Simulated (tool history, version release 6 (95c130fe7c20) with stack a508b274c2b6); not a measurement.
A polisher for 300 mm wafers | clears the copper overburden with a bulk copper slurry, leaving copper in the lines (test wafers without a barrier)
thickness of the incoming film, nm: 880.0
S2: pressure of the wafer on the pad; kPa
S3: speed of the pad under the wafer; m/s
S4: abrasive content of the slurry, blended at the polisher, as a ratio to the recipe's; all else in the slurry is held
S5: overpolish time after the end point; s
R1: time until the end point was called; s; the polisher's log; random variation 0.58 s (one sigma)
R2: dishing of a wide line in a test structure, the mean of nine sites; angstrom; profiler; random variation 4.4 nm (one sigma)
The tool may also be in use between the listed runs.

Run 1, day 0.000: flow of slurry (ml/min) 180, S2 21.4 kPa, S3 1.24 m/s, S4 1.0, S5 18 s. Result: R1 58.269 s, R2 1181.5 angstrom.
Run 2, day 0.038: flow of slurry (ml/min) 180, S2 24.1 kPa, S3 1.26 m/s, S4 1.0, S5 19 s. Result: R1 52.160 s, R2 1408.4 angstrom.
Run 3, day 0.221: flow of slurry (ml/min) 180, S2 24.1 kPa, S3 1.26 m/s, S4 1.0, S5 12 s. Result: R1 51.694 s, R2 1042.8 angstrom.
Run 4, day 0.275: flow of slurry (ml/min) 180, S2 29.6 kPa, S3 1.26 m/s, S4 1.0, S5 12 s. Result: R1 42.745 s, R2 1172.9 angstrom.
Run 5, day 0.325: flow of slurry (ml/min) 180, S2 29.6 kPa, S3 1.48 m/s, S4 1.0, S5 12 s. Result: R1 37.523 s, R2 1373.7 angstrom.
Run 6, day 0.600: flow of slurry (ml/min) 180, S2 30.3 kPa, S3 1.50 m/s, S4 1.0, S5 14 s. Result: R1 35.740 s, R2 1475.7 angstrom.
Run 7, day 0.938: flow of slurry (ml/min) 180, S2 30.3 kPa, S3 1.50 m/s, S4 1.0, S5 14 s. Result: R1 35.542 s, R2 1451.1 angstrom.
Run 8, day 1.004: flow of slurry (ml/min) 180, S2 30.3 kPa, S3 1.50 m/s, S4 1.0, S5 16 s. Result: R1 35.543 s, R2 1611.3 angstrom.

Forecast run 9:
Run 9, day 1.254: flow of slurry (ml/min) 180, S2 30.3 kPa, S3 1.50 m/s, S4 1.0, S5 16 s. Result: R1 ?, R2 ?.

R1: 34.715 s
R2: 1585.7 angstrom

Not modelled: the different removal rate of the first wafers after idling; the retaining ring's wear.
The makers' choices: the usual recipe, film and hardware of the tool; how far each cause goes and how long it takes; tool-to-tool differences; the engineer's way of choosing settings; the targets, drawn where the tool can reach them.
